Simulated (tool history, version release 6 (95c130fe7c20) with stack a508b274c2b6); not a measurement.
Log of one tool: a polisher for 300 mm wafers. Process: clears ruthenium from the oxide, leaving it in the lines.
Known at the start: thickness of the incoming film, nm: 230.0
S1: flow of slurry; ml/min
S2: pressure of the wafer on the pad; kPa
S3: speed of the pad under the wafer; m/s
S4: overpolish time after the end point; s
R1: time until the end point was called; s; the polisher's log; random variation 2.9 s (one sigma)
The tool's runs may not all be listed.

run 1 hour=0 | S1=150 S2=18.6 S3=1.12 S4=30 | R1=120.36
run 2 hour=4 | S1=150 S2=18.6 S3=1.12 S4=32 | R1=116.65
run 3 hour=8.2 | S1=135 S2=18.6 S3=1.12 S4=32 | R1=121.62
run 4 hour=11 | S1=135 S2=17.2 S3=1.1 S4=32 | R1=132.78
run 5 hour=18.3 | S1=135 S2=15.9 S3=1.1 S4=32 | R1=144.72
run 6 hour=23.3 | S1=110 S2=15.9 S3=1.1 S4=32 | R1=155.38

Forecast run 7:
run 7 hour=31.4 | S1=110 S2=15.2 S3=1.1 S4=32 | R1=?

Run 7 gave R1 163.02 s.
